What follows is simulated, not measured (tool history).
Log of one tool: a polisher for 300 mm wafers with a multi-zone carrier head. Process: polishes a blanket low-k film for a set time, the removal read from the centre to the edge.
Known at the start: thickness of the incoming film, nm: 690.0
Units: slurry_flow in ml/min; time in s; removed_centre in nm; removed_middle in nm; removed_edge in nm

run,hour,slurry_flow,centre_zone,middle_zone,edge_zone,slurry_solids,time,removed_centre,removed_middle,removed_edge
1,0,280,1,1,1,1,59,13.608,13.953,13.503
2,7,280,1,1,1,1.15,59,14.934,15.196,14.555
3,10.5,280,1,1,1,0.95,59,13.445,13.124,13.011
4,18.4,280,1,1,1,0.95,70,15.749,15.737,15.469
5,22.9,275,0.97,1.02,0.97,0.85,66,12.931,13.795,13.077
6,27.4,275,1.05,1.02,0.97,0.85,66,14,13.751,13.284
7,29.5,275,1.05,1.02,0.97,0.85,66,14.369,13.963,13.336
8,30.9,265,1.02,1.03,0.94,0.8,65,12.825,13.061,12.199
9,36.6,255,0.99,1.03,0.92,0.75,64,11.319,11.852,11.03
10,37.9,245,0.96,1.04,0.9,0.75,64,11.248,12.272,10.878
11,38.7,240,0.93,1.04,0.89,0.7,63,9.8422,11.125,9.9524
12,39.8,230,0.91,1.04,0.88,0.7,63,9.6419,11.004,9.8918
13,43.7,225,0.89,1.04,0.87,0.65,63,8.512,10.15,9.0114
14,45.4,220,0.88,1.04,0.86,0.65,63,8.4315,10.021,8.8778

Forecast run 15:
15,47.9,215,0.87,1.04,0.85,0.65,63,?,?,?

Run 15 gave removed_centre 8.4475 nm, removed_middle 10.078 nm, removed_edge 8.8225 nm.

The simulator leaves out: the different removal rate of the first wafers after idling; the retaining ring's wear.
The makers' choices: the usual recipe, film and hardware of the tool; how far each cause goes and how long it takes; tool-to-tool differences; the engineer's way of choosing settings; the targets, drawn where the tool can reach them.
